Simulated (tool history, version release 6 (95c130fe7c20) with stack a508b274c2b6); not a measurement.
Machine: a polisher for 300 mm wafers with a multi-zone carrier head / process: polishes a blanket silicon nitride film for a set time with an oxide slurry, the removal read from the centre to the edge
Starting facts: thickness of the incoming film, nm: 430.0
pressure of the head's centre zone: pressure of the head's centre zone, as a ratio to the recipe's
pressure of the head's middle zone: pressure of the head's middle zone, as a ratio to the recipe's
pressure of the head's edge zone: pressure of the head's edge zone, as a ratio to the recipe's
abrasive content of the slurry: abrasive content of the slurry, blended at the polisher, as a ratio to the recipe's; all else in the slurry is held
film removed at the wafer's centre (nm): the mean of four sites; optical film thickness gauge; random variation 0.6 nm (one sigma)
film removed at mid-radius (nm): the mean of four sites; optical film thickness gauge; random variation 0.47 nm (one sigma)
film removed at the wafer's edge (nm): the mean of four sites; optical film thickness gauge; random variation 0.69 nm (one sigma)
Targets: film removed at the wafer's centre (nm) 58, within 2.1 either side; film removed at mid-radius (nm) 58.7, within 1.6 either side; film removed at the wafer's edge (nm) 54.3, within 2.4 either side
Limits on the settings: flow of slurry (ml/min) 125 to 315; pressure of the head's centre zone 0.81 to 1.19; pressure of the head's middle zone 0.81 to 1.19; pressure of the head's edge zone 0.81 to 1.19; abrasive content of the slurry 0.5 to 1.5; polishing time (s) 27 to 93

run,hour,flow of slurry (ml/min),pressure of the head's centre zone,pressure of the head's middle zone,pressure of the head's edge zone,abrasive content of the slurry,polishing time (s),film removed at the wafer's centre (nm),film removed at mid-radius (nm),film removed at the wafer's edge (nm)
1,0,205,1,1,1,1,59,40.284,40.824,39.495
2,4.6,210,1.02,1.03,1.03,1.1,59,42.719,43.432,41.915
3,8,230,1.02,1.03,1.03,1.1,59,43.579,44.336,42.665
4,10.3,240,1.04,1.05,1.05,1.15,59,44.929,46.161,44.733
5,12.6,240,0.96,1.05,1.05,1.15,59,42.37,46.447,44.923
6,19.2,250,1,1.07,1.06,1.2,59,45.019,48.295,45.646
7,24.6,260,1.1,1.11,1.13,1.45,62,55.104,56.441,53.844
8,29.1,260,1.1,1.11,1.13,1.45,62,56.191,56.651,54.476
9,33,260,1.1,1.11,1.13,1.45,62,57.215,56.262,54.194

Consider the 4 candidate settings below. Which is the only one whose results all fall within their allowed miss of target?
A,36.9,255,1.13,1.02,1.14,1.5,63,?,?,?
B,36.9,255,1.18,1.07,1.14,1.45,62,?,?,?
C,36.9,270,1.08,1.05,1.13,1.5,61,?,?,?
D,36.9,270,1.1,1.11,1.08,1.35,66,?,?,?

move,film removed at the wafer's centre (nm),film removed at mid-radius (nm),film removed at the wafer's edge (nm)
A,58.092,53.793,54.763
B,58.964,54.409,53.16
C,54.152,53.753,53.045
D,57.27,58.494,53.838
A: misses by more than the last run did
B: misses by more than the last run did
C: misses by more than the last run did
D: all results land within tolerance of their targets
So the answer is move D, the one that meets all the targets.

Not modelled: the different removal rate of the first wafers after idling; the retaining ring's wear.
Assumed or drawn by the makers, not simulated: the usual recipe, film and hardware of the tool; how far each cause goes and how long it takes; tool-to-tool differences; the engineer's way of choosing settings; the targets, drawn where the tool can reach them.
